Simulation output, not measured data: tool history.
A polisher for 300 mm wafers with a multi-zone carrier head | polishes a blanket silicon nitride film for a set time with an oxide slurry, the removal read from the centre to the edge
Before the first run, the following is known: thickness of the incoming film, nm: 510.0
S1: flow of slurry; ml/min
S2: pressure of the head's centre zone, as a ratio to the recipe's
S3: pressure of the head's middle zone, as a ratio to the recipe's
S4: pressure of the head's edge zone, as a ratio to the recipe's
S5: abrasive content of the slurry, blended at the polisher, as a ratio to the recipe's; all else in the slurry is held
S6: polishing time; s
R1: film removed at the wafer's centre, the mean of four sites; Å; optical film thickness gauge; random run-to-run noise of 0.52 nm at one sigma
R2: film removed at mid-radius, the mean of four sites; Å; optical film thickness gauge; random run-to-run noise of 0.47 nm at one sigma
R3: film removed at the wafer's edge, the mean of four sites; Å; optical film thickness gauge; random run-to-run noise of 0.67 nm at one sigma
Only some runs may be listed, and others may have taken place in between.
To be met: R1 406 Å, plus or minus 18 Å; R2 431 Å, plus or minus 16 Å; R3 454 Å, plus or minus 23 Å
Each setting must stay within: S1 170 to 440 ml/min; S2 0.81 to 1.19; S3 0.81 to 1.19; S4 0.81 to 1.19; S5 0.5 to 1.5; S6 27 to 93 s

run  hour   S1    S2    S3    S4    S5  S6      R1      R2      R3
  1     0  280     1     1     1     1  59  560.08  556.43  575.56
  2   8.7  245     1     1     1     1  59  568.93  566.89  562.71
  3  11.3  245  0.97  0.98  0.99   0.9  59  512.96  528.82  540.63
  4  18.8  245  0.97  0.98  1.06   0.9  59  527.23  526.44  552.43
  5  27.5  275  0.97  0.98  1.06   0.9  59     524  535.31  561.15
  6  32.2  270  0.96  0.97  1.04  0.85  59  510.09  516.22  539.36
  7  41.1  260  0.86  0.91  0.97   0.6  58  381.15   413.6  432.45
  8    43  260  0.87  0.91  0.98   0.6  58  386.11   416.1  440.52
  9  51.1  260  0.88  0.91  0.98   0.6  58  379.16   417.4  431.59
 10  59.9  265  0.89  0.91  0.99   0.6  58     390  416.62  423.05
 11  61.6  265  0.89  0.91     1   0.6  58  394.42  420.85  438.58
 12  69.9  265  0.89  0.91  1.01   0.6  58  394.91  416.33  438.43

4 next moves are on the table. One of them brings every result within its allowed miss. Which?
  A  78.2  285  0.88   0.9  0.96  0.8  53   ?   ?   ?
  B  78.2  360  0.96  1.06  0.93  0.5  59   ?   ?   ?
  C  78.2  260  0.95  1.02   0.9  0.5  63   ?   ?   ?
  D  78.2  325  0.94  0.86  1.02  0.6  55   ?   ?   ?

move      R1      R2      R3
   A  413.44  431.44  452.88
   B  411.62  442.59  403.31
   C  422.68  447.54  416.13
   D  406.36  383.57   427.6
A: every result lands within tolerance
B: puts the biggest miss on target and leaves a different result outside tolerance
C: carries the result that was furthest off beyond its target, to the other side
D: moves away from the targets compared with the last run
The move that meets every target is A.

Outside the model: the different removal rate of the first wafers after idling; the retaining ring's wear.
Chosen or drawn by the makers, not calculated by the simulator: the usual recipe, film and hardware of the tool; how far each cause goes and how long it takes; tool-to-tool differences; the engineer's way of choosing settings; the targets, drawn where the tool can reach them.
